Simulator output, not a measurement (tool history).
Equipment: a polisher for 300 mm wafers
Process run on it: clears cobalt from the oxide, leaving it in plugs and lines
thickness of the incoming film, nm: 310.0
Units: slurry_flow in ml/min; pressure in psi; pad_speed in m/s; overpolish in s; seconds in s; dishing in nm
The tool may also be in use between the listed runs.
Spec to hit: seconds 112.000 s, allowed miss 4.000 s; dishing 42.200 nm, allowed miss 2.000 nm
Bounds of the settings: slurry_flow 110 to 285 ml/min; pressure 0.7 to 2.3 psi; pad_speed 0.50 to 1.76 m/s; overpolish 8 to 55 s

run 1 hour=0.0 | slurry_flow=180 pressure=1.5 pad_speed=1.12 overpolish=28 | seconds=78.117 dishing=60.206
run 2 hour=7.7 | slurry_flow=180 pressure=1.7 pad_speed=1.12 overpolish=28 | seconds=69.264 dishing=62.418
run 3 hour=11.8 | slurry_flow=180 pressure=1.7 pad_speed=1.32 overpolish=28 | seconds=62.077 dishing=65.363
run 4 hour=16.5 | slurry_flow=180 pressure=1.6 pad_speed=1.32 overpolish=26 | seconds=66.028 dishing=61.047
run 5 hour=20.0 | slurry_flow=180 pressure=1.6 pad_speed=1.54 overpolish=26 | seconds=59.134 dishing=65.453
run 6 hour=25.6 | slurry_flow=180 pressure=1.5 pad_speed=1.52 overpolish=25 | seconds=64.009 dishing=61.753
run 7 hour=28.8 | slurry_flow=180 pressure=1.5 pad_speed=1.52 overpolish=25 | seconds=63.707 dishing=61.867
run 8 hour=31.0 | slurry_flow=180 pressure=1.4 pad_speed=1.52 overpolish=24 | seconds=69.505 dishing=60.119
run 9 hour=34.3 | slurry_flow=180 pressure=1.3 pad_speed=1.52 overpolish=22 | seconds=73.730 dishing=55.387
run 10 hour=35.2 | slurry_flow=180 pressure=1.2 pad_speed=1.52 overpolish=21 | seconds=79.437 dishing=49.989
run 11 hour=36.5 | slurry_flow=180 pressure=1.1 pad_speed=1.52 overpolish=21 | seconds=87.574 dishing=49.539
run 12 hour=40.1 | slurry_flow=170 pressure=0.8 pad_speed=1.50 overpolish=15 | seconds=119.180 dishing=30.026
run 13 hour=48.2 | slurry_flow=170 pressure=0.8 pad_speed=1.50 overpolish=15 | seconds=117.740 dishing=29.665
run 14 hour=52.4 | slurry_flow=175 pressure=0.9 pad_speed=1.50 overpolish=29 | seconds=107.490 dishing=51.137
run 15 hour=53.5 | slurry_flow=170 pressure=0.9 pad_speed=1.50 overpolish=29 | seconds=106.900 dishing=52.724
run 16 hour=55.3 | slurry_flow=165 pressure=0.9 pad_speed=1.50 overpolish=28 | seconds=108.600 dishing=49.749
run 17 hour=60.7 | slurry_flow=160 pressure=0.9 pad_speed=1.50 overpolish=28 | seconds=108.890 dishing=50.569
run 18 hour=68.0 | slurry_flow=160 pressure=0.9 pad_speed=1.50 overpolish=27 | seconds=107.630 dishing=48.917
run 19 hour=76.1 | slurry_flow=160 pressure=0.9 pad_speed=1.48 overpolish=25 | seconds=110.340 dishing=46.214

Below are 5 possible settings for the next run. Only one of them brings all results inside the allowed miss of their targets. Which is it?
run A hour=84.2 | slurry_flow=195 pressure=1.0 pad_speed=1.24 overpolish=25 | seconds=? dishing=?
run B hour=84.2 | slurry_flow=205 pressure=0.9 pad_speed=1.52 overpolish=21 | seconds=? dishing=?
run C hour=84.2 | slurry_flow=160 pressure=0.9 pad_speed=1.30 overpolish=24 | seconds=? dishing=?
run D hour=84.2 | slurry_flow=125 pressure=0.9 pad_speed=1.52 overpolish=22 | seconds=? dishing=?
run E hour=84.2 | slurry_flow=160 pressure=1.0 pad_speed=1.18 overpolish=18 | seconds=? dishing=?

move=A seconds=107.720 dishing=46.714
move=B seconds=103.770 dishing=42.698
move=C seconds=118.620 dishing=42.730
move=D seconds=111.160 dishing=42.058
move=E seconds=113.960 dishing=35.851
A: lands further from the targets than the last run did
B: the furthest-off result lands on target, but another misses its tolerance
C: the furthest-off result lands on target, but another misses its tolerance
D: each result inside its tolerance
E: moves the result that the last run missed by most past its target, out the other side
So the answer is move D, the one that meets all the targets.

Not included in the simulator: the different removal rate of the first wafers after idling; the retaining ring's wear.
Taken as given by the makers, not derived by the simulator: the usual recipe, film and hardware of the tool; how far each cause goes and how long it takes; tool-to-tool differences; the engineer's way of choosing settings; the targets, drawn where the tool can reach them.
